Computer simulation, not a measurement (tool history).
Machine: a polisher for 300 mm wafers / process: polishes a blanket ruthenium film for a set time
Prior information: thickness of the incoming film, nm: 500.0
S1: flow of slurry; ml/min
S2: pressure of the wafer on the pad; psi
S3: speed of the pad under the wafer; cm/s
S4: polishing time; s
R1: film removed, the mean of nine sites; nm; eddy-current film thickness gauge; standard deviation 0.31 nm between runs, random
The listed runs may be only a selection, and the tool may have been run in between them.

| run | day | S1 | S2 | S3 | S4 | R1 |
|---|---|---|---|---|---|---|
| 1 | 0.000 | 235 | 1.8 | 104 | 57 | 66.400 |
| 2 | 0.221 | 180 | 1.8 | 104 | 57 | 63.188 |
| 3 | 0.596 | 175 | 1.5 | 104 | 57 | 53.789 |
| 4 | 0.721 | 170 | 1.3 | 104 | 57 | 45.841 |
| 5 | 0.767 | 170 | 1.3 | 104 | 51 | 41.113 |
| 6 | 1.104 | 170 | 0.9 | 104 | 51 | 29.205 |
| 7 | 1.462 | 170 | 0.9 | 104 | 51 | 29.099 |
| 8 | 1.667 | 170 | 1.0 | 104 | 51 | 32.547 |

Expected results for the next run?
| 9 | 1.821 | 170 | 1.1 | 104 | 51 | ? |

R1: 35.406 nm
